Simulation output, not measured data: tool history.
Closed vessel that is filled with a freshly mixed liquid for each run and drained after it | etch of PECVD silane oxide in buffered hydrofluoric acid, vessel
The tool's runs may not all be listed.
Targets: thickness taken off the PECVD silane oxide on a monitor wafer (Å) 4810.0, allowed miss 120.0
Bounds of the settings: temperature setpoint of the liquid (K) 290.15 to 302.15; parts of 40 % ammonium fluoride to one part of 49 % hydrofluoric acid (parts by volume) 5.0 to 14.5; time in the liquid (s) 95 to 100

| run | day | temperature setpoint of the liquid (K) | parts of 40 % ammonium fluoride to one part of 49 % hydrofluoric acid (parts by volume) | time in the liquid (s) | thickness taken off the PECVD silane oxide on a monitor wafer (Å) |
|---|---|---|---|---|---|
| 1 | 0.000 | 294.15 | 9.0 | 95 | 2607.8 |
| 2 | 0.083 | 294.15 | 9.0 | 95 | 2597.9 |
| 3 | 0.462 | 296.65 | 8.5 | 95 | 3177.0 |
| 4 | 0.833 | 298.15 | 8.0 | 95 | 3680.4 |
| 5 | 1.171 | 299.15 | 8.0 | 95 | 3875.3 |
| 6 | 1.325 | 301.15 | 8.0 | 95 | 4342.4 |
| 7 | 1.512 | 301.65 | 8.0 | 95 | 4416.9 |
|  | 1.596 | hydrofluoric acid flow meter replaced |
| 8 | 1.596 | 302.15 | 7.5 | 95 | 4532.2 |

Which of these 5 next moves meets every target?
| A | 1.679 | 302.15 | 7.0 | 95 | ? |
| B | 1.679 | 300.65 | 6.5 | 100 | ? |
| C | 1.679 | 300.65 | 8.0 | 100 | ? |
| D | 1.679 | 302.15 | 7.0 | 100 | ? |
| E | 1.679 | 302.15 | 6.5 | 95 | ? |

| move | thickness taken off the PECVD silane oxide on a monitor wafer (Å) |
|---|---|
| A | 4839.9 |
| B | 5017.9 |
| C | 4074.0 |
| D | 5094.6 |
| E | 5160.9 |
A: meets every target
B: takes the result that was furthest off past its target
C: further off than the last run
D: takes the result that was furthest off past its target
E: takes the result that was furthest off past its target
Move A is the one to make.
